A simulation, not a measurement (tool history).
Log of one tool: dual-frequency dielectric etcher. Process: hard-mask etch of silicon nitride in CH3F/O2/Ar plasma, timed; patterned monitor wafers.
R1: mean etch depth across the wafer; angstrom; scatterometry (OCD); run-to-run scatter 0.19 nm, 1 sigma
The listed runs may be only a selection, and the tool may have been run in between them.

Run 1, hour 0: source power (kW) 0.39, bias power (kW) 0.097, etch time (s) 96. Result: R1 824.74 angstrom.
Run 2, hour 5.9: source power (kW) 0.41, bias power (kW) 0.099, etch time (s) 96. Result: R1 847.39 angstrom.
Run 3, hour 12.1: source power (kW) 0.43, bias power (kW) 0.101, etch time (s) 96. Result: R1 870.94 angstrom.
Run 4, hour 15.4: source power (kW) 0.43, bias power (kW) 0.093, etch time (s) 96. Result: R1 850.59 angstrom.
At hour 22.3: source power generator calibrated.
Run 5, hour 22.3: source power (kW) 0.45, bias power (kW) 0.095, etch time (s) 96. Result: R1 856.73 angstrom.
Run 6, hour 26.8: source power (kW) 0.45, bias power (kW) 0.095, etch time (s) 96. Result: R1 854.54 angstrom.
Run 7, hour 35.7: source power (kW) 0.46, bias power (kW) 0.098, etch time (s) 96. Result: R1 872.12 angstrom.

What will run 8 give?
Run 8, hour 39.1: source power (kW) 0.47, bias power (kW) 0.101, etch time (s) 96. Result: R1 ?.

Run 8 gave R1 891.27 angstrom.
